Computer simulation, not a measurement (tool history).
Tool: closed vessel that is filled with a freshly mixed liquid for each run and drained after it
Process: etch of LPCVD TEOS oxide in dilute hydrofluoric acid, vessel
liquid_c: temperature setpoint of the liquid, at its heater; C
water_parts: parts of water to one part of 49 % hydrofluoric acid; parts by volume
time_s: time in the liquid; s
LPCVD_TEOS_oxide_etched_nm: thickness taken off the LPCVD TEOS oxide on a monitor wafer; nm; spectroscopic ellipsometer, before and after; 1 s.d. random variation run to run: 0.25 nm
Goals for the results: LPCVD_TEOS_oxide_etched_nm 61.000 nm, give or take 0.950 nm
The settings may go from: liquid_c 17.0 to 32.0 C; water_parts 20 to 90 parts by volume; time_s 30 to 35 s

run,hour,liquid_c,water_parts,time_s,LPCVD_TEOS_oxide_etched_nm
1,0.0,24.0,50,35,30.829
2,1.5,24.0,50,30,26.428
3,5.2,26.0,45,30,32.155
4,11.8,28.5,45,30,35.324
5,13.3,28.5,45,35,41.146
6,16.9,28.5,55,35,33.511
7,24.8,29.5,50,35,38.330
8,28.7,30.0,45,35,43.824
9,36.1,30.5,40,35,50.658
10,37.4,31.0,40,35,51.862
11,45.3,31.5,40,35,52.677

4 candidate next runs follow, results not yet known. Just one meets every target within its allowed miss. Identify it.
A,53.2,31.5,30,30,?
B,53.2,30.5,40,30,?
C,53.2,32.0,50,35,?
D,53.2,30.0,35,30,?

move,LPCVD_TEOS_oxide_etched_nm
A,61.458
B,43.599
C,42.463
D,49.236
A: all results in spec
B: lands further from the targets than the last run did
C: lands further from the targets than the last run did
D: lands further from the targets than the last run did
The move that meets every target is A.
